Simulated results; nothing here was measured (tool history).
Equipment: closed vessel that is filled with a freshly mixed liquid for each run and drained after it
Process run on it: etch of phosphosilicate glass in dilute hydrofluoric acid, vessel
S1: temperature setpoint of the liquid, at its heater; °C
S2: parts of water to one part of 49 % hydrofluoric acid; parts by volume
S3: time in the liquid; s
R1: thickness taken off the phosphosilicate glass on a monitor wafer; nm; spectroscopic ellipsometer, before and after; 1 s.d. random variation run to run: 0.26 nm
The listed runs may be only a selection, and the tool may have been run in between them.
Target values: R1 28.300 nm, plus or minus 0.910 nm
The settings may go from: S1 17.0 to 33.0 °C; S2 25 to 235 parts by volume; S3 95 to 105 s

run    day    S1   S2  S3      R1
  1  0.000  25.0  130  95  39.887
  2  0.346  27.0  130  95  42.915
  3  0.467  27.0  130  95  43.469
  4  0.658  27.0  105  95  55.317
  5  0.838  25.0  110  95  48.617
  6  1.175  23.5  115  95  43.609
  7  1.404  22.0  120  95  38.768
  8  1.529  21.0  125  95  36.049
  9  1.692  20.0  130  95  32.773
 10  1.933  19.5  130  95  31.836
 11  2.292  19.0  130  95  31.472
 12  2.667  18.5  130  95  31.403
 13  2.804  18.0  130  95  30.833

Which single option among these 4 for the next run brings every result within its allowed miss of target? Just one does.
  A  2.942  17.0  135  105   ?
  B  2.942  17.0  140  100   ?
  C  2.942  19.5  135   95   ?
  D  2.942  17.0  125   95   ?

move      R1
   A  30.447
   B  27.824
   C  30.509
   D  30.049
A: an improvement on the last run, though not all results are within tolerance
B: all results in spec
C: an improvement on the last run, though not all results are within tolerance
D: an improvement on the last run, though not all results are within tolerance
Correct choice: B, which meets every target

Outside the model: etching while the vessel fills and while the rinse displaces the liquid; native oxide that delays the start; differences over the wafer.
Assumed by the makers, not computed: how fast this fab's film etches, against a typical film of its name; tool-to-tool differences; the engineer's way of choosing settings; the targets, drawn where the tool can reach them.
